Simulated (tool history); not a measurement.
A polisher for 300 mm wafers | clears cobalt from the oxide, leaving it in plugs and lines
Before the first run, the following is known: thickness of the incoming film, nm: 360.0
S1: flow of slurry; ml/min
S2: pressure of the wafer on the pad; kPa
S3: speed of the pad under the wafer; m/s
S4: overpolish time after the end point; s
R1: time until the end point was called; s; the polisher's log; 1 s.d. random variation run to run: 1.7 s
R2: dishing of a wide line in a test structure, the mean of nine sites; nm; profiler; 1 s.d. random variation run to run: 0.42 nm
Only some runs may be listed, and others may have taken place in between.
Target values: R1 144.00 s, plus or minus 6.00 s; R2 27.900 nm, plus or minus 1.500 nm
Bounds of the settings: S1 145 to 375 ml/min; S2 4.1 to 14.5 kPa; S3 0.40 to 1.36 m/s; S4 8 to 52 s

run,hour,S1,S2,S3,S4,R1,R2
1,0.0,240,9.0,0.88,26,130.64,40.988
2,0.6,240,9.0,0.74,26,156.77,38.412
3,4.6,240,9.0,0.90,26,129.35,43.342
4,8.5,240,8.3,0.90,26,138.85,40.651
5,12.8,240,9.7,0.90,26,121.08,43.658
6,21.2,240,7.6,0.90,26,151.71,38.989
7,24.4,240,8.3,0.90,13,138.52,25.703
8,25.3,240,8.3,0.90,13,141.61,25.779

Which one of the following 4 next-run settings gets every result inside its allowed miss? There is exactly one.
A,26.2,245,9.7,0.76,12,?,?
B,26.2,245,8.3,0.86,13,?,?
C,26.2,255,8.3,0.84,13,?,?
D,26.2,200,9.7,0.78,15,?,?

move,R1,R2
A,142.34,23.834
B,146.66,24.798
C,149.42,24.442
D,142.10,28.329
A: lands further from the targets than the last run did
B: lands further from the targets than the last run did
C: lands further from the targets than the last run did
D: each result inside its tolerance
D meets every target.

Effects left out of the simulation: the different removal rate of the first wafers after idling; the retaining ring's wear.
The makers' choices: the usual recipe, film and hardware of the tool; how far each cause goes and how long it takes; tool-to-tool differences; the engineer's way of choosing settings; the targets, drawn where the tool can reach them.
